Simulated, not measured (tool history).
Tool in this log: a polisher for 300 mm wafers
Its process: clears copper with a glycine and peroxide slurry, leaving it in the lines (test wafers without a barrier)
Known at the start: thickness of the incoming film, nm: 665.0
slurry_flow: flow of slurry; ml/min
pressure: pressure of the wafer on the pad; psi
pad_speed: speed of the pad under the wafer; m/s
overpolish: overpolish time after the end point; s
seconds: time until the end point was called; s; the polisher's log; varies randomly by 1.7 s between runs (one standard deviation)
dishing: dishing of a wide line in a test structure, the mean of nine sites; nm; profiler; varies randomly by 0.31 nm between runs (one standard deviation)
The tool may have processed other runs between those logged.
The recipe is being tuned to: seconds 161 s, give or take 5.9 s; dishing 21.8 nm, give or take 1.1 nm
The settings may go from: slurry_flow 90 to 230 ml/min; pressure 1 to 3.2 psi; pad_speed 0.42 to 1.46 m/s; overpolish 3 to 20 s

Run 1, hour 0: slurry_flow 150 ml/min, pressure 2.1 psi, pad_speed 0.94 m/s, overpolish 10 s. Result: seconds 157.73 s, dishing 27.107 nm.
Run 2, hour 6.4: slurry_flow 150 ml/min, pressure 2.1 psi, pad_speed 0.94 m/s, overpolish 12 s. Result: seconds 157.97 s, dishing 31.875 nm.
Run 3, hour 9.8: slurry_flow 150 ml/min, pressure 2.1 psi, pad_speed 0.94 m/s, overpolish 16 s. Result: seconds 158.38 s, dishing 40.655 nm.
Run 4, hour 14.1: slurry_flow 155 ml/min, pressure 2.1 psi, pad_speed 0.94 m/s, overpolish 14 s. Result: seconds 155.3 s, dishing 35.751 nm.
Run 5, hour 17.1: slurry_flow 160 ml/min, pressure 2 psi, pad_speed 0.94 m/s, overpolish 13 s. Result: seconds 159.97 s, dishing 33.964 nm.
Run 6, hour 19.7: slurry_flow 160 ml/min, pressure 2 psi, pad_speed 0.72 m/s, overpolish 13 s. Result: seconds 195.77 s, dishing 27.832 nm.
Run 7, hour 21.1: slurry_flow 170 ml/min, pressure 2.1 psi, pad_speed 0.72 m/s, overpolish 12 s. Result: seconds 185.17 s, dishing 27.184 nm.
Run 8, hour 27.3: slurry_flow 175 ml/min, pressure 2.2 psi, pad_speed 0.72 m/s, overpolish 11 s. Result: seconds 179.58 s, dishing 25.675 nm.
Run 9, hour 28.5: slurry_flow 180 ml/min, pressure 2.3 psi, pad_speed 0.72 m/s, overpolish 10 s. Result: seconds 174.15 s, dishing 25.332 nm.
Run 10, hour 30.4: slurry_flow 185 ml/min, pressure 2.3 psi, pad_speed 0.72 m/s, overpolish 9 s. Result: seconds 173.71 s, dishing 23.465 nm.
Run 11, hour 32.8: slurry_flow 200 ml/min, pressure 2.5 psi, pad_speed 0.72 m/s, overpolish 7 s. Result: seconds 159.28 s, dishing 19.696 nm.

Next run, 4 choices. One meets every target within its allowed miss, the rest don't. Which?
Run A, hour 35.2: slurry_flow 195 ml/min, pressure 2.6 psi, pad_speed 0.7 m/s, overpolish 9 s. Result: seconds ?, dishing ?.
Run B, hour 35.2: slurry_flow 195 ml/min, pressure 2.2 psi, pad_speed 0.72 m/s, overpolish 10 s. Result: seconds ?, dishing ?.
Run C, hour 35.2: slurry_flow 190 ml/min, pressure 2.3 psi, pad_speed 0.8 m/s, overpolish 8 s. Result: seconds ?, dishing ?.
Run D, hour 35.2: slurry_flow 195 ml/min, pressure 2.7 psi, pad_speed 0.76 m/s, overpolish 7 s. Result: seconds ?, dishing ?.

move  seconds  dishing
   A   161.13   24.396
   B    178.6   24.352
   C   160.41   21.901
   D   146.99   21.074
A: the result that was furthest off in the last run now lies on the other side of its target
B: the result that was furthest off in the last run now lies on the other side of its target
C: all results land within tolerance of their targets
D: the worst result of the last run now meets its target, but another is out of spec
Move C is the one to make.
